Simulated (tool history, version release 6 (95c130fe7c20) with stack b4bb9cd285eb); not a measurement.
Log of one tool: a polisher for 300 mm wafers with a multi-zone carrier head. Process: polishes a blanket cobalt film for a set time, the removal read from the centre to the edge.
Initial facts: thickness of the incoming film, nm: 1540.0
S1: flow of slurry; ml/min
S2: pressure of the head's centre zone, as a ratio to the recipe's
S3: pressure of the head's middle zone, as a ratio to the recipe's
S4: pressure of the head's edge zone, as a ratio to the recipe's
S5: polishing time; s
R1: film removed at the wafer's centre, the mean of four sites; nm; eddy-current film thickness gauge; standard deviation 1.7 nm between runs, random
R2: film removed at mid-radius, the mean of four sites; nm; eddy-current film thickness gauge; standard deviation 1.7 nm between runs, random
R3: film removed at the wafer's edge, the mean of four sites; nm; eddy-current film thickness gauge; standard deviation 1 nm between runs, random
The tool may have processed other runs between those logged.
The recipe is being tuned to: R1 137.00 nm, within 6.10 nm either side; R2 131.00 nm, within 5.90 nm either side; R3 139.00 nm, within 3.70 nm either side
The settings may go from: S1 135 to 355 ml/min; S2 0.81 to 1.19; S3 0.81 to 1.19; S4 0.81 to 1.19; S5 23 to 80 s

run	hour	S1	S2	S3	S4	S5	R1	R2	R3
1	0.0	225	1.00	1.00	1.00	51	283.64	281.59	274.51
2	4.3	170	1.00	1.00	1.00	51	271.58	270.76	267.88
3	6.7	165	0.98	0.97	0.97	46	235.22	243.73	240.54
4	14.9	165	0.92	0.97	0.97	46	228.36	243.21	242.14
5	23.3	210	0.92	0.97	0.97	46	231.47	252.89	246.11
6	25.9	195	0.93	0.94	0.94	42	208.61	228.64	218.88
7	33.7	185	0.95	0.92	0.94	39	196.95	198.39	202.79
8	38.9	170	0.92	0.88	0.84	25	123.74	123.49	121.25
9	40.8	185	0.92	0.87	0.85	25	122.30	126.07	124.24
10	48.5	190	0.94	0.86	0.86	25	129.82	123.22	125.79
11	56.3	200	0.94	0.86	0.87	25	129.49	126.00	127.38
12	61.7	205	0.94	0.86	0.88	25	127.26	127.89	128.70
13	68.8	240	1.01	0.83	0.97	26	150.89	130.92	142.72
14	69.4	240	1.00	0.83	0.96	26	147.15	135.53	139.74

4 next moves are on the table. One of them brings every result within its allowed miss. Which?
A	70.0	330	1.03	0.98	0.84	25	?	?	?
B	70.0	195	0.96	0.86	0.98	26	?	?	?
C	70.0	165	1.12	0.81	0.93	27	?	?	?
D	70.0	190	1.03	0.81	1.01	27	?	?	?

move	R1	R2	R3
A	152.78	144.74	130.50
B	137.52	130.23	138.86
C	161.07	126.51	137.61
D	152.51	129.96	145.91
A: lands further from the targets than the last run did
B: all results in spec
C: lands further from the targets than the last run did
D: lands further from the targets than the last run did
So the answer is move B, the one that meets all the targets.
